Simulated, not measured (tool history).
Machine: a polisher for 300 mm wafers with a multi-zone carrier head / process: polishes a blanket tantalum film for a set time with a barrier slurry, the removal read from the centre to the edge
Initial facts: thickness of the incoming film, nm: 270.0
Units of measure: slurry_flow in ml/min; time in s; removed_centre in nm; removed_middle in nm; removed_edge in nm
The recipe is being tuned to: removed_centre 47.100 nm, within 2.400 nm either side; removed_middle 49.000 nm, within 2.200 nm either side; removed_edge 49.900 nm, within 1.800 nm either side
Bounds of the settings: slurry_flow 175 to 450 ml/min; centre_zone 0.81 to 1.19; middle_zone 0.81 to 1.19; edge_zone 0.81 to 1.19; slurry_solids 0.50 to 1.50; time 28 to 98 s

| run | day | slurry_flow | centre_zone | middle_zone | edge_zone | slurry_solids | time | removed_centre | removed_middle | removed_edge |
|---|---|---|---|---|---|---|---|---|---|---|
| 1 | 0.000 | 290 | 1.00 | 1.00 | 1.00 | 1.00 | 63 | 95.969 | 96.251 | 95.741 |
| 2 | 0.367 | 285 | 0.98 | 0.98 | 0.98 | 0.85 | 56 | 76.066 | 78.447 | 76.727 |
| 3 | 0.604 | 280 | 0.96 | 0.94 | 0.96 | 0.75 | 53 | 64.564 | 66.299 | 68.178 |
| 4 | 0.629 | 280 | 0.96 | 0.93 | 0.93 | 0.70 | 51 | 57.789 | 60.579 | 60.231 |
| 5 | 0.658 | 280 | 0.95 | 0.90 | 0.90 | 0.70 | 51 | 59.374 | 57.756 | 59.330 |
| 6 | 1.025 | 325 | 0.95 | 0.90 | 0.90 | 0.70 | 51 | 59.848 | 59.288 | 61.509 |
| 7 | 1.129 | 305 | 0.93 | 0.89 | 0.88 | 0.65 | 51 | 52.079 | 54.374 | 55.686 |
| 8 | 1.283 | 305 | 0.93 | 0.89 | 0.88 | 0.65 | 51 | 54.350 | 54.677 | 55.911 |
| 9 | 1.533 | 295 | 0.87 | 0.87 | 0.83 | 0.50 | 48 | 33.716 | 34.770 | 35.921 |

4 next moves are on the table. One of them brings every result within its allowed miss. Which?
| A | 1.783 | 275 | 0.91 | 1.08 | 0.81 | 0.50 | 36 | ? | ? | ? |
| B | 1.783 | 240 | 0.86 | 0.89 | 0.82 | 0.55 | 50 | ? | ? | ? |
| C | 1.783 | 285 | 0.92 | 0.82 | 0.83 | 0.55 | 54 | ? | ? | ? |
| D | 1.783 | 325 | 0.93 | 0.93 | 0.94 | 0.85 | 37 | ? | ? | ? |

| move | removed_centre | removed_middle | removed_edge |
|---|---|---|---|
| A | 25.972 | 30.971 | 26.488 |
| B | 39.008 | 41.978 | 42.727 |
| C | 46.011 | 43.166 | 47.087 |
| D | 47.574 | 48.872 | 50.573 |
A: misses by more than the last run did
B: nearer the targets than the last run, but a result is still out of spec
C: nearer the targets than the last run, but a result is still out of spec
D: hits every target within its allowed miss
So the answer is move D, the one that meets all the targets.
